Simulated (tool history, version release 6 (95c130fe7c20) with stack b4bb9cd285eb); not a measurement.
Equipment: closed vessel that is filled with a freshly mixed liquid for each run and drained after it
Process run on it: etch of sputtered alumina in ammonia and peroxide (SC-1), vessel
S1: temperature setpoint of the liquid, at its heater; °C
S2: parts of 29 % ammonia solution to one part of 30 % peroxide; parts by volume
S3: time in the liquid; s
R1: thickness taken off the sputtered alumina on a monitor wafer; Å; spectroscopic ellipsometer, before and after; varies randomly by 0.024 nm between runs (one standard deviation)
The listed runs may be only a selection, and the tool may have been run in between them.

run	day	S1	S2	S3	R1
1	0	63	0.45	105	119.56
2	0.354	59	0.45	105	96.326
3	0.496	59	0.35	105	94.831
4	0.704	56.5	0.35	105	83.219
5	0.796	56.5	0.35	105	83.594
6	1.162	56.5	0.25	105	80.679

Run 7 has not been measured yet. What should we expect?
7	1.292	54.5	0.25	105	?

Logged for run 7: R1 72.618 Å.
